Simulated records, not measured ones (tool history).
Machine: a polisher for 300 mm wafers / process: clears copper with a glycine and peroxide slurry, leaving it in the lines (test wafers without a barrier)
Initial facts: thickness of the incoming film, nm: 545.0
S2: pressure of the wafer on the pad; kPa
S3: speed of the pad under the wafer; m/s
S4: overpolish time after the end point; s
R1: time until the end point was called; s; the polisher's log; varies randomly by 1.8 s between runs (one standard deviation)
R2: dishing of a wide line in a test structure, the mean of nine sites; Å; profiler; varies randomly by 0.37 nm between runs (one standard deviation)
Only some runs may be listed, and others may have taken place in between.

run 1 hour=0 | flow_of_slurry_(ml/min)=250 S2=23.4 S3=0.96 S4=30 | R1=105.29 R2=1050.3
run 2 hour=2.4 | flow_of_slurry_(ml/min)=250 S2=23.4 S3=1.1 S4=30 | R1=92.206 R2=1111.2
run 3 hour=9.1 | flow_of_slurry_(ml/min)=250 S2=26.9 S3=1.1 S4=30 | R1=87.662 R2=1198
run 4 hour=10.1 | flow_of_slurry_(ml/min)=230 S2=23.4 S3=1.04 S4=26 | R1=95.968 R2=960.21
run 5 hour=11.8 | flow_of_slurry_(ml/min)=215 S2=20.7 S3=0.98 S4=22 | R1=111.47 R2=786.09
run 6 hour=14.7 | flow_of_slurry_(ml/min)=215 S2=25.5 S3=0.98 S4=22 | R1=98.471 R2=873.62
run 7 hour=21.3 | flow_of_slurry_(ml/min)=200 S2=22.1 S3=0.96 S4=19 | R1=110.58 R2=697.12
run 8 hour=25.3 | flow_of_slurry_(ml/min)=200 S2=22.1 S3=0.96 S4=19 | R1=110.04 R2=697.8
run 9 hour=33.7 | flow_of_slurry_(ml/min)=190 S2=19.3 S3=0.96 S4=17 | R1=119.23 R2=612.04
run 10 hour=41.3 | flow_of_slurry_(ml/min)=150 S2=12.4 S3=0.96 S4=9 | R1=149.97 R2=283.71
run 11 hour=49.4 | flow_of_slurry_(ml/min)=150 S2=12.4 S3=0.96 S4=9 | R1=152.33 R2=280.47
run 12 hour=56.5 | flow_of_slurry_(ml/min)=155 S2=16.5 S3=0.96 S4=10 | R1=133.42 R2=347.82
run 13 hour=63.6 | flow_of_slurry_(ml/min)=155 S2=16.5 S3=0.98 S4=10 | R1=128.63 R2=354.46
run 14 hour=72.5 | flow_of_slurry_(ml/min)=155 S2=15.9 S3=0.98 S4=10 | R1=133.24 R2=343.19

Run 15, settings as shown, results not yet in. Your forecast:
run 15 hour=76.3 | flow_of_slurry_(ml/min)=150 S2=15.2 S3=1 S4=10 | R1=? R2=?

Run 15 gave R1 139.11 s, R2 345.39 Å.
